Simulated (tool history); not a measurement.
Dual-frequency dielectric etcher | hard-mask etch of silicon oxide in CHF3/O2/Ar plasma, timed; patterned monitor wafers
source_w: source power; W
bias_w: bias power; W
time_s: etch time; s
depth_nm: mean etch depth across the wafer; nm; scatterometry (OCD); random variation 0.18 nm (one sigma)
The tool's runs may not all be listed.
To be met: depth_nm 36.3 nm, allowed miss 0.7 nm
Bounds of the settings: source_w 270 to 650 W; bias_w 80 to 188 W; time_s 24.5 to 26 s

run  hour  source_w  bias_w  time_s  depth_nm
  1     0       460     134    24.5    41.196
  2   3.9       460     134      26    43.669
  3   6.9       420     130      26    41.895
  4  15.2       390     128      26    40.456
  5  21.8       390     147      26    41.933
  6  29.9       360     144      26    40.366
  7    37       340     142      26    39.052
  8  41.1       330     141      26    38.947
  9  43.5       320     140      26    38.365
 10  51.8       310     139      26    37.617
 11  59.3       270     137      26    35.564

Which of these 4 next moves meets every target?
  A  66.8       280     129      25         ?
  B  66.8       270     150      26         ?
  C  66.8       320     149    25.5         ?
  D  66.8       270     135      25         ?

move  depth_nm
   A    34.265
   B    36.283
   C    37.989
   D    34.098
A: further off than the last run
B: meets every target
C: takes the result that was furthest off past its target
D: further off than the last run
Answer: B

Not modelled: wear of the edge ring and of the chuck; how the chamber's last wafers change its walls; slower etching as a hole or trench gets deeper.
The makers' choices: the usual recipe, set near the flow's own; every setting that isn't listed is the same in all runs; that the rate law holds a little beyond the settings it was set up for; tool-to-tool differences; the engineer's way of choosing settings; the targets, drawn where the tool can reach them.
